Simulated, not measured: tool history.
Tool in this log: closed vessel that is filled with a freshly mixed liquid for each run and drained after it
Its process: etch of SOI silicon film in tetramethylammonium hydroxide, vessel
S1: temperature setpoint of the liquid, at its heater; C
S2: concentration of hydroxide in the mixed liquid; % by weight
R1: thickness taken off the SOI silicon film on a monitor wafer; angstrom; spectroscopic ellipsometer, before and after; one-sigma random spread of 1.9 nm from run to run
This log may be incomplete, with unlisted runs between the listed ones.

Run 1, hour 0: S1 67 C, S2 18 % by weight, time in the liquid (s) 100. Result: R1 4912.9 angstrom.
Run 2, hour 0.7: S1 66 C, S2 18 % by weight, time in the liquid (s) 100. Result: R1 4646.8 angstrom.
Run 3, hour 5.1: S1 65 C, S2 18 % by weight, time in the liquid (s) 100. Result: R1 4353.2 angstrom.
Run 4, hour 5.8: S1 65 C, S2 18 % by weight, time in the liquid (s) 100. Result: R1 4349.8 angstrom.
Run 5, hour 13.5: S1 65 C, S2 18 % by weight, time in the liquid (s) 100. Result: R1 4318.6 angstrom.
Run 6, hour 21.6: S1 65 C, S2 19.5 % by weight, time in the liquid (s) 100. Result: R1 4241.9 angstrom.

Run 7, settings as shown, results not yet in. Your forecast:
Run 7, hour 28: S1 65 C, S2 19.5 % by weight, time in the liquid (s) 100. Result: R1 ?.

Run 7 produced R1 4230.1 angstrom.

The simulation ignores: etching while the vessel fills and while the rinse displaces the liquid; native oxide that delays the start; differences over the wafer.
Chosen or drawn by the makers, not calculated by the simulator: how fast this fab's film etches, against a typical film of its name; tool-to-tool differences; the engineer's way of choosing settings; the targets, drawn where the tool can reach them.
